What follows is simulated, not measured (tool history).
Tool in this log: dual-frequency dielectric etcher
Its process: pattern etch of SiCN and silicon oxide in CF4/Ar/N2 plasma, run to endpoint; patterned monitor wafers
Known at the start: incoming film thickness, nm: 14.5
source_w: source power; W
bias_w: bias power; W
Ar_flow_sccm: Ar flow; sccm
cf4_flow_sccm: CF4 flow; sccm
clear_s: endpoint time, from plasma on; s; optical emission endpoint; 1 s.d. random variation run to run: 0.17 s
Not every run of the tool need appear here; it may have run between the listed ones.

| run | hour | source_w | bias_w | Ar_flow_sccm | cf4_flow_sccm | clear_s |
|---|---|---|---|---|---|---|
| 1 | 0 | 370 | 81 | 91 | 52 | 18.331 |
| 2 | 8.9 | 370 | 81 | 107 | 52 | 18.644 |
| 3 | 13.5 | 370 | 71 | 107 | 52 | 19.651 |
| 4 | 20.4 | 340 | 66 | 111 | 49 | 22.632 |
| 5 | 21.5 | 340 | 66 | 111 | 57 | 22.44 |
| 6 | 22.7 | 310 | 64 | 112 | 57 | 24.942 |

Run 7 is up next; what results do you expect?
| 7 | 29.4 | 240 | 56 | 115 | 56 | ? |

clear_s: 36.985 s
